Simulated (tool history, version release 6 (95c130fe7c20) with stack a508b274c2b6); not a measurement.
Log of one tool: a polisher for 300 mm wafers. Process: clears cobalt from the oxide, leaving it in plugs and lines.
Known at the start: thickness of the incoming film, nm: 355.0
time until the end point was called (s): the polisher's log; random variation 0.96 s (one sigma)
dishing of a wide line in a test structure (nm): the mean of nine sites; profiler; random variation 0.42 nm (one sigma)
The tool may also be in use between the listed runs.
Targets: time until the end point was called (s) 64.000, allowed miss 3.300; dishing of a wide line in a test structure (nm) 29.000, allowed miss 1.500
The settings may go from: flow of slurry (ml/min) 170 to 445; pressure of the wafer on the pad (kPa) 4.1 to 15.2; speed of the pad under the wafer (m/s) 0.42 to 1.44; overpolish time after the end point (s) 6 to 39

run,hour,flow of slurry (ml/min),pressure of the wafer on the pad (kPa),speed of the pad under the wafer (m/s),overpolish time after the end point (s),time until the end point was called (s),dishing of a wide line in a test structure (nm)
1,0.0,285,9.7,0.92,20,103.360,38.359
2,7.9,325,9.7,0.92,20,103.570,37.306
3,12.8,325,9.7,0.92,24,104.530,42.426
4,13.5,345,10.3,0.92,21,95.130,41.371
5,14.6,345,12.4,0.92,21,78.056,44.229
6,18.3,345,14.5,0.92,21,69.595,45.202
7,26.2,335,14.5,0.92,19,71.255,44.656
8,32.8,350,14.5,0.92,17,68.819,43.689
9,41.5,325,14.5,0.94,15,67.380,39.635
10,48.1,305,14.5,0.94,14,69.317,39.051
11,49.7,385,13.8,0.94,6,71.482,21.821
12,56.8,305,15.2,0.96,7,63.150,26.066
13,59.1,305,15.2,0.96,7,63.719,26.787
14,64.3,300,15.2,0.96,7,66.213,26.861

5 next moves are on the table. One of them brings every result within its allowed miss. Which?
A,69.5,300,14.5,0.94,11,?,?
B,69.5,340,13.8,1.04,8,?,?
C,69.5,360,14.5,0.90,8,?,?
D,69.5,305,12.4,1.16,6,?,?
E,69.5,325,14.5,0.90,9,?,?

move,time until the end point was called (s),dishing of a wide line in a test structure (nm)
A,69.014,34.285
B,64.873,29.056
C,70.838,27.349
D,65.287,23.517
E,71.451,29.491
A: takes the result that was furthest off past its target
B: meets every target
C: further off than the last run
D: further off than the last run
E: brings the result that was furthest off to its target, and leaves another outside
Answer: B
